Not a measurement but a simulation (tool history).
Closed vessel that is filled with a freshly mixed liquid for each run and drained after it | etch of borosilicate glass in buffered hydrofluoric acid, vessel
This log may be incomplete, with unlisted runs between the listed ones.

run	hour	temperature setpoint of the liquid (K)	parts of 40 % ammonium fluoride to one part of 49 % hydrofluoric acid (parts by volume)	time in the liquid (s)	thickness taken off the borosilicate glass on a monitor wafer (nm)
1	0.0	296.15	9.5	30	32.886
2	4.9	297.65	8.5	30	39.070
3	10.2	297.65	8.5	30	38.835
4	19.0	297.65	7.5	30	45.276
5	26.2	297.65	7.5	30	44.358
6	30.2	299.15	7.0	30	52.482
7	38.9	299.15	7.0	30	52.430
8	48.2	300.15	6.5	30	58.927
9	57.1	301.15	6.5	30	62.458

For run 10, what comes out?
10	63.8	301.65	6.5	30	?

thickness taken off the borosilicate glass on a monitor wafer (nm): 64.701
